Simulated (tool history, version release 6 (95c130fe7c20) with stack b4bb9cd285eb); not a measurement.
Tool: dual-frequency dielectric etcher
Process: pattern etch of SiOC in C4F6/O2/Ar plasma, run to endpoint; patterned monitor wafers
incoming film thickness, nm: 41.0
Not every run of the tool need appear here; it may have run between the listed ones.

run,hour,bias power (kW),source power (kW),endpoint time (s)
1,0.0,0.427,0.410,14.903
2,7.5,0.427,0.460,14.253
3,15.2,0.394,0.440,15.019
4,17.4,0.368,0.430,15.767
5,23.0,0.350,0.430,15.960
6,23.9,0.333,0.430,16.480
7,27.3,0.322,0.430,16.546

Run 8, settings as shown, results not yet in. Your forecast:
8,34.1,0.311,0.430,?

endpoint time (s): 16.899
